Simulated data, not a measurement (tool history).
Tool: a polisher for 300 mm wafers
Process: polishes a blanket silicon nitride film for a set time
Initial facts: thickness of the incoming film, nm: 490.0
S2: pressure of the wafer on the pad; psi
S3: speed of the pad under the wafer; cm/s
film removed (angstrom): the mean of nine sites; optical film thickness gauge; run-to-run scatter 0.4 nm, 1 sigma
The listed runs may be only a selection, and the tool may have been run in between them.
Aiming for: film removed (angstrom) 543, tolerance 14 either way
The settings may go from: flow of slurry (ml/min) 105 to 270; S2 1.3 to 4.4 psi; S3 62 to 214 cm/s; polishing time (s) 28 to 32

Run 1, day 0: flow of slurry (ml/min) 175, S2 2.8 psi, S3 138 cm/s, polishing time (s) 32. Result: film removed (angstrom) 647.19.
Run 2, day 0.175: flow of slurry (ml/min) 175, S2 2.8 psi, S3 160 cm/s, polishing time (s) 32. Result: film removed (angstrom) 731.36.
Run 3, day 0.442: flow of slurry (ml/min) 170, S2 2.6 psi, S3 160 cm/s, polishing time (s) 32. Result: film removed (angstrom) 677.62.
Run 4, day 0.633: flow of slurry (ml/min) 165, S2 2.4 psi, S3 160 cm/s, polishing time (s) 32. Result: film removed (angstrom) 624.11.
Run 5, day 0.667: flow of slurry (ml/min) 155, S2 2.3 psi, S3 160 cm/s, polishing time (s) 32. Result: film removed (angstrom) 581.72.
Run 6, day 0.867: flow of slurry (ml/min) 155, S2 2.8 psi, S3 160 cm/s, polishing time (s) 32. Result: film removed (angstrom) 715.82.
Run 7, day 1.008: flow of slurry (ml/min) 145, S2 2.6 psi, S3 160 cm/s, polishing time (s) 32. Result: film removed (angstrom) 658.67.
Run 8, day 1.225: flow of slurry (ml/min) 140, S2 2.5 psi, S3 160 cm/s, polishing time (s) 32. Result: film removed (angstrom) 630.16.
Run 9, day 1.404: flow of slurry (ml/min) 125, S2 2.1 psi, S3 160 cm/s, polishing time (s) 32. Result: film removed (angstrom) 520.3.
Run 10, day 1.738: flow of slurry (ml/min) 130, S2 2.1 psi, S3 160 cm/s, polishing time (s) 32. Result: film removed (angstrom) 523.12.
Run 11, day 1.975: flow of slurry (ml/min) 135, S2 2.1 psi, S3 160 cm/s, polishing time (s) 32. Result: film removed (angstrom) 524.7.

Exercise: of the 4 proposed moves below, exactly one satisfies all targets within the stated allowed misses. Which move is it?
Run A, day 2.212: flow of slurry (ml/min) 155, S2 2 psi, S3 162 cm/s, polishing time (s) 31. Result: film removed (angstrom) ?.
Run B, day 2.212: flow of slurry (ml/min) 110, S2 2.1 psi, S3 176 cm/s, polishing time (s) 32. Result: film removed (angstrom) ?.
Run C, day 2.212: flow of slurry (ml/min) 120, S2 2.8 psi, S3 114 cm/s, polishing time (s) 31. Result: film removed (angstrom) ?.
Run D, day 2.212: flow of slurry (ml/min) 115, S2 1.9 psi, S3 188 cm/s, polishing time (s) 31. Result: film removed (angstrom) ?.

move  film removed (angstrom)
   A                   505.84
   B                   540.03
   C                   499.44
   D                   507.21
A: its largest miss is bigger than the last run's
B: meets every target
C: its largest miss is bigger than the last run's
D: its largest miss is bigger than the last run's
Correct choice: B, which meets every target
